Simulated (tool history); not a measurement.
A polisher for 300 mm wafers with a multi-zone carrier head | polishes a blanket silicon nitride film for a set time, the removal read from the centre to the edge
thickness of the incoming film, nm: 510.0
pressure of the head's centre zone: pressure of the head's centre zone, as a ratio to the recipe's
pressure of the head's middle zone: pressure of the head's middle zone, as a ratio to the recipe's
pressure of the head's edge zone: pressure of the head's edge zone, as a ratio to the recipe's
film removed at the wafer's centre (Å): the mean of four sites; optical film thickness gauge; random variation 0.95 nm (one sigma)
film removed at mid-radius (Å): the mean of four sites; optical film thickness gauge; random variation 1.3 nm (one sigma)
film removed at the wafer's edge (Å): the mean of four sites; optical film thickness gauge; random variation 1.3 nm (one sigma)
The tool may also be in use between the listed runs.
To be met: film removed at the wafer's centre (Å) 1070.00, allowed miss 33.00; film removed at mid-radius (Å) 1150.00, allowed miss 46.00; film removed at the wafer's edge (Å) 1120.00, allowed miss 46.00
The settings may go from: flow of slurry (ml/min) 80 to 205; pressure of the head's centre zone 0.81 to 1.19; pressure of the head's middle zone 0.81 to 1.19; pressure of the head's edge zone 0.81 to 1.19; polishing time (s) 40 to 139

run  hour  flow of slurry (ml/min)  pressure of the head's centre zone  pressure of the head's middle zone  pressure of the head's edge zone  polishing time (s)  film removed at the wafer's centre (Å)  film removed at mid-radius (Å)  film removed at the wafer's edge (Å)
  1   0.0                      135                                1.00                                1.00                              1.00                  89                                 1436.80                         1434.30                               1431.00
  2   6.9                      135                                1.00                                1.00                              1.00                  77                                 1234.70                         1261.60                               1255.60
  3  14.7                      105                                1.00                                1.00                              1.00                  77                                 1199.20                         1206.00                               1260.60
  4  19.3                      105                                1.00                                1.07                              1.00                  77                                 1197.70                         1276.10                               1230.20
  5  25.8                      105                                1.00                                1.07                              1.00                  57                                  893.89                          930.93                                920.27
  6  33.2                      125                                1.00                                1.07                              1.00                  57                                  907.43                          979.52                                933.74
  7  37.3                      130                                1.00                                1.07                              1.02                  58                                  927.95                          986.54                                951.24
  8  38.3                      130                                1.00                                1.07                              1.02                  58                                  926.30                         1009.00                                948.99
  9  45.2                      130                                1.00                                1.07                              1.03                  60                                  961.41                          991.41                                978.50
 10  47.3                      165                                0.96                                1.15                              1.11                  65                                 1043.60                         1189.00                               1104.50

Which of these 4 next moves meets every target?
  A  49.4                      185                                1.02                                1.13                              1.19                  63                                       ?                               ?                                     ?
  B  49.4                      155                                0.95                                1.19                              1.02                  67                                       ?                               ?                                     ?
  C  49.4                      175                                0.95                                1.17                              1.11                  62                                       ?                               ?                                     ?
  D  49.4                      160                                0.92                                1.01                              1.19                  64                                       ?                               ?                                     ?

move  film removed at the wafer's centre (Å)  film removed at mid-radius (Å)  film removed at the wafer's edge (Å)
   A                                 1072.00                         1180.80                               1114.30
   B                                 1057.20                         1274.60                               1105.70
   C                                  994.61                         1182.90                               1064.30
   D                                  990.29                         1093.10                               1119.10
A: meets every target
B: further off than the last run
C: brings the result that was furthest off to its target, and leaves another outside
D: takes the result that was furthest off past its target
Answer: A
